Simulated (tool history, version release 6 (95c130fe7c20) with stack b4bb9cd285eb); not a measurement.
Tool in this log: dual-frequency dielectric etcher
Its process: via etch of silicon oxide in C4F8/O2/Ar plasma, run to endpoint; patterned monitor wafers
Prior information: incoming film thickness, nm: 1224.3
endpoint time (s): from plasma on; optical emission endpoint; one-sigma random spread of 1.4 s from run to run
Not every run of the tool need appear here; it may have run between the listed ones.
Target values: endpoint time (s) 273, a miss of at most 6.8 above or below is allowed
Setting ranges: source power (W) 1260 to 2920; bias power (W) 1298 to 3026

run	hour	source power (W)	bias power (W)	endpoint time (s)
1	0	2090	2162	219.83
2	3.5	2240	2162	212.6
3	4.1	2240	2464	204
4	8.2	2240	2644	204.15
# hour 13.3: wet clean of the chamber
5	13.3	2240	2778	209.6
6	21.7	2240	2619	210.4
7	22.9	1820	2187	242.16
8	28.1	1740	2174	246.8
9	30.6	1320	1990	279.36

Which of these 4 next moves meets every target?
A	33.1	1530	1829	?
B	33.1	1260	1949	?
C	33.1	1260	1805	?
D	33.1	1260	1796	?

move	endpoint time (s)
A	275.35
B	290.79
C	297.32
D	297.75
A: in spec on every target
B: lands further from the targets than the last run did
C: lands further from the targets than the last run did
D: lands further from the targets than the last run did
A is the move that brings every result within its allowed miss.

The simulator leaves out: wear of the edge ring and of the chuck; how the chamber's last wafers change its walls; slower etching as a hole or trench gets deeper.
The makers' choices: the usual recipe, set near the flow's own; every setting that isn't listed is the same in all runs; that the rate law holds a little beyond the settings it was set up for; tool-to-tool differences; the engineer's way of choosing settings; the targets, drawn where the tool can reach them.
